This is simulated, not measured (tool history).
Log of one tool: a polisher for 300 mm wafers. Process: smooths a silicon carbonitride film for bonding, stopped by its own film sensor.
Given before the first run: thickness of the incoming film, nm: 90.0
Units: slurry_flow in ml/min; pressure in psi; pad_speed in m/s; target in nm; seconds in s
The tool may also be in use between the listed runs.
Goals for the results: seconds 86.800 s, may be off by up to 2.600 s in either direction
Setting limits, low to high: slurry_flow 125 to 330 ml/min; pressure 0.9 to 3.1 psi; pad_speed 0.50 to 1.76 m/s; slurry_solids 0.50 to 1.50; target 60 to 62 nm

| run | hour | slurry_flow | pressure | pad_speed | slurry_solids | target | seconds |
|---|---|---|---|---|---|---|---|
| 1 | 0.0 | 210 | 2.0 | 1.12 | 1.00 | 62 | 109.370 |
| 2 | 5.9 | 210 | 2.0 | 1.12 | 0.85 | 62 | 120.860 |
| 3 | 7.2 | 215 | 2.1 | 1.12 | 0.85 | 62 | 114.390 |
| 4 | 11.3 | 215 | 2.1 | 1.12 | 0.85 | 60 | 122.040 |
| 5 | 19.9 | 215 | 2.1 | 1.12 | 0.85 | 62 | 116.150 |
| 6 | 28.9 | 215 | 2.1 | 1.12 | 0.85 | 60 | 120.240 |
| 7 | 31.7 | 215 | 2.1 | 1.12 | 0.85 | 60 | 123.550 |
| 8 | 36.1 | 215 | 2.1 | 1.12 | 0.85 | 60 | 122.760 |
| 9 | 44.2 | 220 | 2.2 | 1.12 | 0.85 | 60 | 118.790 |
| 10 | 47.0 | 220 | 2.8 | 1.14 | 0.85 | 60 | 96.049 |
| 11 | 48.5 | 225 | 2.8 | 1.14 | 0.85 | 60 | 94.746 |
| 12 | 51.9 | 230 | 2.8 | 1.14 | 0.85 | 60 | 95.135 |
| 13 | 53.4 | 230 | 2.9 | 1.14 | 0.85 | 60 | 91.760 |

Next run, 4 choices. One meets every target within its allowed miss, the rest don't. Which?
| A | 54.9 | 240 | 3.1 | 1.16 | 0.85 | 61 | ? |
| B | 54.9 | 245 | 2.9 | 1.20 | 0.85 | 62 | ? |
| C | 54.9 | 265 | 2.9 | 1.44 | 0.60 | 62 | ? |
| D | 54.9 | 260 | 3.0 | 1.08 | 0.95 | 62 | ? |

| move | seconds |
|---|---|
| A | 83.595 |
| B | 82.877 |
| C | 88.830 |
| D | 81.920 |
A: carries the result that was furthest off beyond its target, to the other side
B: carries the result that was furthest off beyond its target, to the other side
C: all results land within tolerance of their targets
D: carries the result that was furthest off beyond its target, to the other side
Move C is the one to make.
